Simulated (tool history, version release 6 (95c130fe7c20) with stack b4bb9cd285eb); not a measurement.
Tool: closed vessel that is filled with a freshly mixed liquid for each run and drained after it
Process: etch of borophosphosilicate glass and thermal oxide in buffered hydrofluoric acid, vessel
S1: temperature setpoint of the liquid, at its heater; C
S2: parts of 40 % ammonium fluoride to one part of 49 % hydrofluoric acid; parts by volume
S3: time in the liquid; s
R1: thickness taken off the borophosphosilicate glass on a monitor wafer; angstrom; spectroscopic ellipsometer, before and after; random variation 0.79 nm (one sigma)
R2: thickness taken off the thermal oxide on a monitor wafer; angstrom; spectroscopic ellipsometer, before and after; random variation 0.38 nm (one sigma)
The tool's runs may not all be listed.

{"run": 1, "hour": 0.0, "S1": 25, "S2": 14.5, "S3": 60, "R1": 1062.5, "R2": 539.64}
{"run": 2, "hour": 4.6, "S1": 25.5, "S2": 14.5, "S3": 60, "R1": 1080.6, "R2": 549.95}
{"run": 3, "hour": 8.0, "S1": 26, "S2": 14.5, "S3": 60, "R1": 1105.9, "R2": 566.96}
{"run": 4, "hour": 12.9, "S1": 26, "S2": 14.5, "S3": 70, "R1": 1290, "R2": 663.36}
{"run": 5, "hour": 17.3, "S1": 29, "S2": 14.5, "S3": 70, "R1": 1508.9, "R2": 787.03}
{"run": 6, "hour": 18.4, "S1": 27, "S2": 14.5, "S3": 70, "R1": 1366.7, "R2": 706.05}

Forecast run 7:
{"run": 7, "hour": 27.3, "S1": 24, "S2": 14.5, "S3": 70, "R1": "?", "R2": "?"}

{"run 7": {"R1": 1157.5, "R2": 598.75}}
